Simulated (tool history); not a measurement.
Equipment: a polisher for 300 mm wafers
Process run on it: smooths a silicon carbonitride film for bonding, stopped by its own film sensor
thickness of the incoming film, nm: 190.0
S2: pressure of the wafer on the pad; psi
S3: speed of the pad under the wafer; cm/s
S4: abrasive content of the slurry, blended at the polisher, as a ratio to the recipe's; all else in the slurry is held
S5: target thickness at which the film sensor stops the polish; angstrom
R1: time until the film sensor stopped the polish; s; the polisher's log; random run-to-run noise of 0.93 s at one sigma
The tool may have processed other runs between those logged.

Run 1, day 0.000: flow of slurry (ml/min) 180, S2 2.4 psi, S3 90 cm/s, S4 1.0, S5 1560 angstrom. Result: R1 102.82 s.
Run 2, day 0.354: flow of slurry (ml/min) 180, S2 2.4 psi, S3 70 cm/s, S4 1.0, S5 1560 angstrom. Result: R1 127.00 s.
Run 3, day 0.592: flow of slurry (ml/min) 180, S2 1.9 psi, S3 70 cm/s, S4 1.0, S5 1560 angstrom. Result: R1 155.66 s.
Run 4, day 0.888: flow of slurry (ml/min) 180, S2 1.9 psi, S3 70 cm/s, S4 0.8, S5 1560 angstrom. Result: R1 169.77 s.
Run 5, day 1.167: flow of slurry (ml/min) 180, S2 2.2 psi, S3 72 cm/s, S4 0.8, S5 1560 angstrom. Result: R1 145.96 s.
Run 6, day 1.525: flow of slurry (ml/min) 180, S2 2.2 psi, S3 72 cm/s, S4 1.0, S5 1560 angstrom. Result: R1 130.84 s.
Run 7, day 1.554: flow of slurry (ml/min) 180, S2 2.4 psi, S3 72 cm/s, S4 1.0, S5 1560 angstrom. Result: R1 122.00 s.
Run 8, day 1.817: flow of slurry (ml/min) 180, S2 2.6 psi, S3 72 cm/s, S4 1.0, S5 1560 angstrom. Result: R1 112.07 s.

Run 9 has not been measured yet. What should we expect?
Run 9, day 2.146: flow of slurry (ml/min) 180, S2 2.8 psi, S3 72 cm/s, S4 1.0, S5 1560 angstrom. Result: R1 ?.

{"run 9": {"R1": 102.94}}

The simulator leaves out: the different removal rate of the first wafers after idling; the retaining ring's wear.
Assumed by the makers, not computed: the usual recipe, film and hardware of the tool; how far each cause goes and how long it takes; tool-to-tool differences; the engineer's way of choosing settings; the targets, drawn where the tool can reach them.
